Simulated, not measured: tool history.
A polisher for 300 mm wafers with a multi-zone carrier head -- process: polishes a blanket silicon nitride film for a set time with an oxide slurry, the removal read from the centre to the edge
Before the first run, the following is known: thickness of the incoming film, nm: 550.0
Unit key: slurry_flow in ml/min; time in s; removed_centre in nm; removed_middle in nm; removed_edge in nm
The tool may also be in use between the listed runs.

run,hour,slurry_flow,centre_zone,middle_zone,edge_zone,slurry_solids,time,removed_centre,removed_middle,removed_edge
1,0,185,1,1,1,1,73,34.695,34.044,34.396
2,1.9,185,1,0.93,1,1,73,35.176,32.154,34.481
3,5.4,185,1,0.93,1.04,1,73,34.754,31.454,35.12
4,13.9,160,1,0.93,1.04,1,73,33.356,31.031,33.751
5,22,160,0.91,0.93,1.04,1,73,30.622,31.098,34.379
6,27.4,185,0.92,1.01,1.03,1.1,73,33.314,35.799,36.139
7,32.3,205,0.92,1.06,1.04,1.2,73,35.749,38.432,38.412
8,34.4,210,0.91,1.1,1.03,1.25,74,35.772,41.3,39.714
9,39.2,220,0.92,1.13,1.02,1.3,74,37.608,43.876,39.786
10,47,230,0.92,1.15,1.03,1.35,74,39.842,45.718,40.802

Run 11 comes next. What will it give?
11,54.8,235,0.91,1.16,1.04,1.35,74,?,?,?

{"run 11": {"removed_centre": 37.601, "removed_middle": 45.747, "removed_edge": 41.365}}
